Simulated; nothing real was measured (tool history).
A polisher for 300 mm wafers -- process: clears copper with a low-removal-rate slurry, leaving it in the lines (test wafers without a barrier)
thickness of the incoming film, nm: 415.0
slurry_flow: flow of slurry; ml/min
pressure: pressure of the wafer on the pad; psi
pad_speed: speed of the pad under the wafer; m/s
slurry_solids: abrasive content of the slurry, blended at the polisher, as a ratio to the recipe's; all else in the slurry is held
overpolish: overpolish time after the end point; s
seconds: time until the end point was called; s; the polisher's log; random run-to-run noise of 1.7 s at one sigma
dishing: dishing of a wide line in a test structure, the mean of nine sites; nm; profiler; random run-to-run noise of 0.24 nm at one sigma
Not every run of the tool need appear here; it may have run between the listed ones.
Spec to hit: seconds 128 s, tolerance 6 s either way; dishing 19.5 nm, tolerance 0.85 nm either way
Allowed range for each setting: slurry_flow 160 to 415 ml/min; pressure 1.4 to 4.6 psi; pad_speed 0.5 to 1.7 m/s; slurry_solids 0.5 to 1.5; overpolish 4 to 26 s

run	hour	slurry_flow	pressure	pad_speed	slurry_solids	overpolish	seconds	dishing
1	0	265	3	1.1	1	13	135.24	30.01
2	7.5	265	3	1.1	1	11	136.02	24.96
3	8.5	265	3	1.1	1	9	134.13	20.794
4	11.8	265	3.4	1.1	1	9	118.02	23.537
5	16.7	265	3.4	1.1	0.85	9	124.51	23.054
6	25	265	3.4	0.98	0.85	9	132.73	20.773
7	32.2	265	3.4	0.98	0.85	9	133.59	20.897
8	35.1	270	3.4	0.98	0.85	9	134.12	21.503
9	40.6	265	3.4	0.98	0.85	9	133	20.997

Pick the move, out of 5, that brings all results within their allowed miss; only one does.
A	46.1	290	3.4	1.02	0.9	7	?	?
B	46.1	285	3.6	0.94	0.85	8	?	?
C	46.1	240	4.1	0.96	0.95	7	?	?
D	46.1	175	3.3	1.1	1.05	7	?	?
E	46.1	230	3.7	1.12	0.85	7	?	?

move	seconds	dishing
A	128.12	17.024
B	130.44	18.989
C	112.31	19.344
D	128.8	16.927
E	114.8	18.901
A: takes the result that was furthest off past its target
B: all results in spec
C: the furthest-off result lands on target, but another misses its tolerance
D: takes the result that was furthest off past its target
E: the furthest-off result lands on target, but another misses its tolerance
Answer: B
